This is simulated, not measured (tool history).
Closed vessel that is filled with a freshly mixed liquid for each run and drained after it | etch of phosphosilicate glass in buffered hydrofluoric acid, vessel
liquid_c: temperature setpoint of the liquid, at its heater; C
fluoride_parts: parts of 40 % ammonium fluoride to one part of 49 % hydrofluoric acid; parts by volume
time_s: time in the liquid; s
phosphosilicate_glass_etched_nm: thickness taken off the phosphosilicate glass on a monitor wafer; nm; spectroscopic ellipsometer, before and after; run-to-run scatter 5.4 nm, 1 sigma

run,hour,liquid_c,fluoride_parts,time_s,phosphosilicate_glass_etched_nm
1,0.0,22.0,19.0,105,270.39
2,3.6,18.5,19.0,105,220.29
3,7.5,18.5,19.0,115,242.38
4,12.5,21.5,18.0,115,305.53
5,18.9,23.5,17.0,115,356.42
6,20.7,25.0,16.0,115,409.00

What will run 7 give?
7,22.3,26.0,15.5,115,?

For run 7 the tool returned phosphosilicate_glass_etched_nm 446.00 nm.
